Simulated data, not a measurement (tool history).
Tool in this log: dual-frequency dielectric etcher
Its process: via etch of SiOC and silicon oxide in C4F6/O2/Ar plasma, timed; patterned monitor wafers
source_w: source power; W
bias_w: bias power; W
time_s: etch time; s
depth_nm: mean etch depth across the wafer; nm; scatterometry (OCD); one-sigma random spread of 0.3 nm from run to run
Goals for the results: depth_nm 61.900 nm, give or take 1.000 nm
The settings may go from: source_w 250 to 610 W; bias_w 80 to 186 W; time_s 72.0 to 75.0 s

| run | hour | source_w | bias_w | time_s | depth_nm |
|---|---|---|---|---|---|
| 1 | 0.0 | 430 | 133 | 72.0 | 79.275 |
| 2 | 7.2 | 410 | 129 | 72.0 | 77.785 |
| 3 | 9.4 | 410 | 118 | 72.0 | 74.712 |
| 4 | 15.8 | 390 | 115 | 72.0 | 73.236 |
| 5 | 23.5 | 390 | 115 | 75.0 | 75.656 |
| 6 | 24.1 | 390 | 105 | 75.0 | 74.407 |
| 7 | 32.6 | 370 | 103 | 75.0 | 72.185 |
| 8 | 34.3 | 360 | 102 | 75.0 | 71.372 |
| 9 | 38.0 | 350 | 101 | 75.0 | 69.663 |

Consider the 5 candidate settings below. Which is the only one whose results all fall within their allowed miss of target?
| A | 41.7 | 340 | 95 | 72.0 | ? |
| B | 41.7 | 330 | 89 | 73.5 | ? |
| C | 41.7 | 290 | 84 | 75.0 | ? |
| D | 41.7 | 320 | 90 | 75.0 | ? |
| E | 41.7 | 330 | 92 | 73.0 | ? |

| move | depth_nm |
|---|---|
| A | 65.545 |
| B | 64.920 |
| C | 61.902 |
| D | 65.638 |
| E | 65.077 |
A: moves toward the targets from the last run without getting all of them in spec
B: moves toward the targets from the last run without getting all of them in spec
C: meets every target
D: moves toward the targets from the last run without getting all of them in spec
E: moves toward the targets from the last run without getting all of them in spec
The right move is C.
